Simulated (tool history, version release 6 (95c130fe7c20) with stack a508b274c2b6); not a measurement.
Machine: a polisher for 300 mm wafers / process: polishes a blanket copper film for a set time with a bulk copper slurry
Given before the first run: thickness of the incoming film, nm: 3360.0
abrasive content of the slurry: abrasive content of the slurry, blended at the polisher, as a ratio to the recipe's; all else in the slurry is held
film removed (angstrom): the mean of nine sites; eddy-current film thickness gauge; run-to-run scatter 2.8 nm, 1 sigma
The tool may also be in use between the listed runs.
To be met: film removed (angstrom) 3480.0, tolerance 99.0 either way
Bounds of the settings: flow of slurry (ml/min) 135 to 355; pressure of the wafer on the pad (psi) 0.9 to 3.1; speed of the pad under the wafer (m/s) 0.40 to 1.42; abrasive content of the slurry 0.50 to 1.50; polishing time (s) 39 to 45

| run | hour | flow of slurry (ml/min) | pressure of the wafer on the pad (psi) | speed of the pad under the wafer (m/s) | abrasive content of the slurry | polishing time (s) | film removed (angstrom) |
|---|---|---|---|---|---|---|---|
| 1 | 0.0 | 225 | 2.0 | 0.90 | 1.00 | 45 | 2110.7 |
| 2 | 7.4 | 225 | 2.0 | 0.90 | 0.80 | 45 | 2015.3 |
| 3 | 10.7 | 225 | 2.0 | 1.10 | 0.80 | 45 | 2432.8 |
| 4 | 18.6 | 225 | 2.1 | 1.10 | 0.80 | 45 | 2584.4 |
| 5 | 22.9 | 225 | 2.2 | 1.10 | 0.80 | 45 | 2709.3 |
| 6 | 31.6 | 225 | 2.2 | 1.10 | 0.80 | 39 | 2326.0 |
| 7 | 39.3 | 225 | 2.3 | 1.10 | 0.80 | 39 | 2459.4 |
| 8 | 40.7 | 225 | 2.4 | 1.10 | 0.80 | 39 | 2562.4 |
| 9 | 42.4 | 225 | 2.5 | 1.10 | 0.80 | 39 | 2632.0 |
| 10 | 47.2 | 225 | 2.6 | 1.10 | 0.80 | 39 | 2740.6 |
| 11 | 55.1 | 225 | 2.7 | 1.10 | 0.80 | 39 | 2831.0 |
| 12 | 63.9 | 235 | 2.9 | 1.14 | 0.80 | 39 | 3214.2 |
| 13 | 66.8 | 240 | 2.9 | 1.14 | 0.80 | 39 | 3190.0 |
| 14 | 71.9 | 240 | 3.0 | 1.14 | 0.80 | 39 | 3286.9 |

4 next moves are on the table. One of them brings every result within its allowed miss. Which?
| A | 77.0 | 240 | 2.8 | 1.08 | 0.95 | 45 | ? |
| B | 77.0 | 180 | 3.1 | 1.04 | 0.70 | 42 | ? |
| C | 77.0 | 210 | 2.8 | 1.10 | 0.80 | 41 | ? |
| D | 77.0 | 245 | 2.9 | 1.08 | 0.60 | 42 | ? |

| move | film removed (angstrom) |
|---|---|
| A | 3489.4 |
| B | 3061.6 |
| C | 3039.8 |
| D | 3047.2 |
A: in spec on every target
B: the biggest miss grows against the last run
C: the biggest miss grows against the last run
D: the biggest miss grows against the last run
So the answer is move A, the one that meets all the targets.
